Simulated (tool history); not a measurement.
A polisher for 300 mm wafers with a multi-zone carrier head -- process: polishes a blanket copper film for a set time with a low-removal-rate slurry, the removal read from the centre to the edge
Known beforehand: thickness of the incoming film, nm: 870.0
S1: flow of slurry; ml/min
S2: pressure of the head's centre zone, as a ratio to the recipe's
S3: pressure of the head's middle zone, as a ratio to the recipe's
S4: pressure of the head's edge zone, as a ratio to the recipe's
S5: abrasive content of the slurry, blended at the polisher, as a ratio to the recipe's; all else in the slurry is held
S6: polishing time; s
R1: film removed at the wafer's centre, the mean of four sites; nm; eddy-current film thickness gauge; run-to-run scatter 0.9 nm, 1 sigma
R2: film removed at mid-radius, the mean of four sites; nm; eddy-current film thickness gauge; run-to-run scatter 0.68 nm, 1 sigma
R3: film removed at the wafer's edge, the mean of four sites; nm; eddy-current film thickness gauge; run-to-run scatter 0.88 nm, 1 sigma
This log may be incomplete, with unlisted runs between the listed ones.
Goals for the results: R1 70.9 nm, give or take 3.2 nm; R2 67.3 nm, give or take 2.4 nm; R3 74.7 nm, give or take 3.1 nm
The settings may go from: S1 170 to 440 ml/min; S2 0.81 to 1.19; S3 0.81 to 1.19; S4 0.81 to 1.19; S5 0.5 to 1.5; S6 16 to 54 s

| run | hour | S1 | S2 | S3 | S4 | S5 | S6 | R1 | R2 | R3 |
|---|---|---|---|---|---|---|---|---|---|---|
| 1 | 0 | 280 | 1 | 1 | 1 | 1 | 35 | 95.319 | 99.751 | 97.538 |
| 2 | 6.5 | 280 | 1 | 1.06 | 1 | 1 | 35 | 95.434 | 101.81 | 98.4 |
| 3 | 11.4 | 270 | 1.01 | 1.01 | 1.03 | 0.85 | 33 | 86.206 | 91.842 | 92.112 |
| 4 | 15.3 | 270 | 0.97 | 1.01 | 1.03 | 0.85 | 33 | 82.149 | 91.232 | 91.221 |
| 5 | 20.5 | 270 | 0.97 | 1.01 | 1.1 | 0.85 | 33 | 84.066 | 91.855 | 93.013 |
| 6 | 23.4 | 270 | 0.97 | 1.01 | 1.1 | 0.85 | 29 | 74.214 | 81.364 | 80.559 |
| 7 | 25 | 270 | 0.99 | 0.97 | 1.11 | 0.8 | 28 | 72.288 | 74.044 | 79.649 |
| 8 | 29.6 | 275 | 1.01 | 0.97 | 1.1 | 0.8 | 28 | 72.267 | 73.696 | 80.094 |
| 9 | 36.4 | 270 | 1.03 | 0.97 | 1.09 | 0.8 | 27 | 72.738 | 71.536 | 77.605 |
| 10 | 42.7 | 270 | 1.04 | 0.97 | 1.08 | 0.8 | 27 | 72.671 | 71.471 | 75.025 |
| 11 | 51 | 270 | 1.04 | 0.96 | 1.08 | 0.8 | 27 | 71.729 | 69.956 | 75.496 |
| 12 | 58.4 | 270 | 1.04 | 0.95 | 1.08 | 0.8 | 27 | 73.368 | 70.536 | 77.546 |

Which one of the following 4 next-run settings gets every result inside its allowed miss? There is exactly one.
| A | 65.8 | 210 | 1.04 | 0.92 | 1.1 | 0.85 | 29 | ? | ? | ? |
| B | 65.8 | 320 | 1.03 | 1.01 | 1.07 | 0.55 | 28 | ? | ? | ? |
| C | 65.8 | 330 | 0.9 | 0.81 | 1.16 | 0.9 | 29 | ? | ? | ? |
| D | 65.8 | 190 | 1.02 | 0.9 | 0.98 | 0.75 | 29 | ? | ? | ? |

| move | R1 | R2 | R3 |
|---|---|---|---|
| A | 77.566 | 72.114 | 80.276 |
| B | 73.493 | 74.146 | 74.183 |
| C | 72.012 | 69.415 | 87.04 |
| D | 73.065 | 68.183 | 73.36 |
A: the biggest miss grows against the last run
B: the biggest miss grows against the last run
C: the furthest-off result lands on target, but another misses its tolerance
D: meets every target
Correct choice: D, which meets every target

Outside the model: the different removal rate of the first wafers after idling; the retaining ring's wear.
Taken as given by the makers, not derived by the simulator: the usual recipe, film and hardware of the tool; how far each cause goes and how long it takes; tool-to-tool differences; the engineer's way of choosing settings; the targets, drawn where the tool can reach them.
